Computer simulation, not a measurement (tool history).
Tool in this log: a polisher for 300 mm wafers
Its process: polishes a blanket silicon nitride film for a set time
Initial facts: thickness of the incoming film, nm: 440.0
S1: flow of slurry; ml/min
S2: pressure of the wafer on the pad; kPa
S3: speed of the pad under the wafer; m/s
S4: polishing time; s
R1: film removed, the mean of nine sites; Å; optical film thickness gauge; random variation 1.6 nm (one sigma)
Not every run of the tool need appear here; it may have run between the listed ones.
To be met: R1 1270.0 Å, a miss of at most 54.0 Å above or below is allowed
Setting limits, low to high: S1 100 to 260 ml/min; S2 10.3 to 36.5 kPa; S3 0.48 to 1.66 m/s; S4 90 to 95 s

| run | hour | S1 | S2 | S3 | S4 | R1 |
|---|---|---|---|---|---|---|
| 1 | 0.0 | 165 | 23.4 | 1.06 | 90 | 1832.0 |
| 2 | 1.2 | 165 | 19.3 | 1.06 | 90 | 1559.3 |
| 3 | 2.1 | 165 | 17.9 | 1.06 | 90 | 1465.7 |
| 4 | 9.8 | 165 | 17.2 | 1.06 | 90 | 1438.2 |
| 5 | 13.5 | 190 | 17.2 | 1.06 | 90 | 1472.8 |
| 6 | 17.0 | 185 | 16.5 | 1.06 | 90 | 1452.6 |
| 7 | 17.6 | 175 | 15.9 | 1.06 | 90 | 1400.2 |
| 8 | 18.5 | 170 | 15.2 | 1.06 | 90 | 1335.7 |

Of the 5 settings listed for the next run, only one would bring every result within its allowed miss of target. Which one?
| A | 19.4 | 175 | 12.4 | 1.06 | 90 | ? |
| B | 19.4 | 200 | 17.2 | 0.90 | 95 | ? |
| C | 19.4 | 155 | 15.9 | 0.90 | 90 | ? |
| D | 19.4 | 170 | 14.5 | 1.16 | 90 | ? |
| E | 19.4 | 155 | 14.5 | 1.08 | 90 | ? |

| move | R1 |
|---|---|
| A | 1175.9 |
| B | 1388.2 |
| C | 1189.4 |
| D | 1391.9 |
| E | 1293.0 |
A: pushes the last run's worst result past its target
B: its largest miss is bigger than the last run's
C: pushes the last run's worst result past its target
D: its largest miss is bigger than the last run's
E: each result inside its tolerance
So the answer is move E, the one that meets all the targets.

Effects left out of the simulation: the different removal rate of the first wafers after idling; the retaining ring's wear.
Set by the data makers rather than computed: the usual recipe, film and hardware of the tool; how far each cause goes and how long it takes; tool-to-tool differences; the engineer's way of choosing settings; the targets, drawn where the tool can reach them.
